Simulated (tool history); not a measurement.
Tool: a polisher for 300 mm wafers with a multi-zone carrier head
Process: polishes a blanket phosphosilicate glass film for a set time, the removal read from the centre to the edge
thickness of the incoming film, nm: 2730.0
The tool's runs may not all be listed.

run,hour,flow of slurry (ml/min),pressure of the head's centre zone,pressure of the head's middle zone,pressure of the head's edge zone,abrasive content of the slurry,polishing time (s),film removed at the wafer's centre (Å),film removed at mid-radius (Å),film removed at the wafer's edge (Å)
1,0,315,1,1,1,1,86,7920.9,7764.3,8076.3
2,6.6,315,1,1.02,1.02,1.05,86,7950.6,8090.1,8182.1
3,8.7,315,1,1.02,1.04,1.1,86,8234.9,8288.5,8555.6
4,16.5,315,1,0.98,1.04,1.1,86,8169.1,8028.8,8521.2
5,18.7,315,1,0.99,1.06,1.15,86,8382.5,8272.2,8509.5
6,26.4,310,0.98,0.98,1.07,1.2,87,8278.6,8356.7,8931.9
7,32.6,310,0.98,0.99,1.08,1.25,87,8590,8410,9213.1

The next listed run, before its measurement:
8,35.5,315,0.97,1.02,1.09,1.25,87,?,?,?

film removed at the wafer's centre (Å): 8461.4
film removed at mid-radius (Å): 8794.1
film removed at the wafer's edge (Å): 9329.1

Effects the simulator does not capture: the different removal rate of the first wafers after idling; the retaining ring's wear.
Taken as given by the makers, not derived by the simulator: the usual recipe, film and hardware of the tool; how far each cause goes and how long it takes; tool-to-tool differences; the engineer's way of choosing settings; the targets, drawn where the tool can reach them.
